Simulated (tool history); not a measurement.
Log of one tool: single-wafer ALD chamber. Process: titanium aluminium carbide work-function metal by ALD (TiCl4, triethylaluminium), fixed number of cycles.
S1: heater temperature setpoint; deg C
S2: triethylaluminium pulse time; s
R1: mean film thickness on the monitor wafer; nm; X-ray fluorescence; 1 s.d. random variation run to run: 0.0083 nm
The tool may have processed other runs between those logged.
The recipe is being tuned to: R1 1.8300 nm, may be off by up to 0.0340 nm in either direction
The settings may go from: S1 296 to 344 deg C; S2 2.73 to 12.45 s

{"run": 1, "hour": 0.0, "S1": 320, "S2": 7.59, "R1": 2.0307}
{"run": 2, "hour": 1.5, "S1": 320, "S2": 8.82, "R1": 2.0641}
{"run": 3, "hour": 3.4, "S1": 320, "S2": 6.84, "R1": 1.9922}
{"run": 4, "hour": 10.7, "S1": 316, "S2": 6.54, "R1": 1.9558}
{"run": 5, "hour": 15.8, "S1": 321, "S2": 6.54, "R1": 1.9807}
{"run": 6, "hour": 19.7, "S1": 328, "S2": 6.54, "R1": 2.0317}
{"run": 7, "hour": 20.9, "S1": 323, "S2": 6.06, "R1": 1.9737}
{"run": 8, "hour": 25.9, "S1": 311, "S2": 4.72, "R1": 1.7752}

Next run, 5 choices. One meets every target within its allowed miss, the rest don't. Which?
{"run": "A", "hour": 30.9, "S1": 314, "S2": 4.97, "R1": "?"}
{"run": "B", "hour": 30.9, "S1": 310, "S2": 4.17, "R1": "?"}
{"run": "C", "hour": 30.9, "S1": 318, "S2": 5.61, "R1": "?"}
{"run": "D", "hour": 30.9, "S1": 316, "S2": 6.37, "R1": "?"}
{"run": "E", "hour": 30.9, "S1": 314, "S2": 6.15, "R1": "?"}

move=A R1=1.8300
move=B R1=1.7302
move=C R1=1.9069
move=D R1=1.9411
move=E R1=1.9137
A: every result lands within tolerance
B: moves away from the targets compared with the last run
C: takes the result that was furthest off past its target
D: takes the result that was furthest off past its target
E: takes the result that was furthest off past its target
The move that meets every target is A.

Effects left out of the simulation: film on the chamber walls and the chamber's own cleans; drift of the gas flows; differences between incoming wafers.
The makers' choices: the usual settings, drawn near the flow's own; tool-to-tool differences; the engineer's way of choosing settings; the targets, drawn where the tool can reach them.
